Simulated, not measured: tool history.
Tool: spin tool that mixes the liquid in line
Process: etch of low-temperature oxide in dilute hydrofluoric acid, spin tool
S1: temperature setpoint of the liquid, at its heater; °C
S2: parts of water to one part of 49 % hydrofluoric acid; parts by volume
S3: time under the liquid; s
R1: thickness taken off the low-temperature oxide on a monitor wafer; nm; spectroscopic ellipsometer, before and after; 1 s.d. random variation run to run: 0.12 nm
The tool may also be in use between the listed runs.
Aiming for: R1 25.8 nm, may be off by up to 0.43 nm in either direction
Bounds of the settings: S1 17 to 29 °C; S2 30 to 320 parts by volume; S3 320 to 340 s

run  hour  S1   S2   S3      R1
  1     0  21  175  320  49.973
  2   1.9  21  225  320  37.326
  3    11  21  225  340  39.191
  4  14.6  24  225  340  43.827
  5  20.1  24  225  320  41.506
  6  22.4  24  170  320  57.697
  7    26  22  195  320  45.295
  8  33.6  18  265  320  27.059

Which of these 4 next moves meets every target?
  A  41.2    17  280  325   ?
  B  41.2  21.5  305  320   ?
  C  41.2    19  290  320   ?
  D  41.2    19  295  325   ?

move      R1
   A  24.774
   B  25.872
   C  25.178
   D  25.027
A: moves the result that the last run missed by most past its target, out the other side
B: hits every target within its allowed miss
C: moves the result that the last run missed by most past its target, out the other side
D: moves the result that the last run missed by most past its target, out the other side
So the answer is move B, the one that meets all the targets.
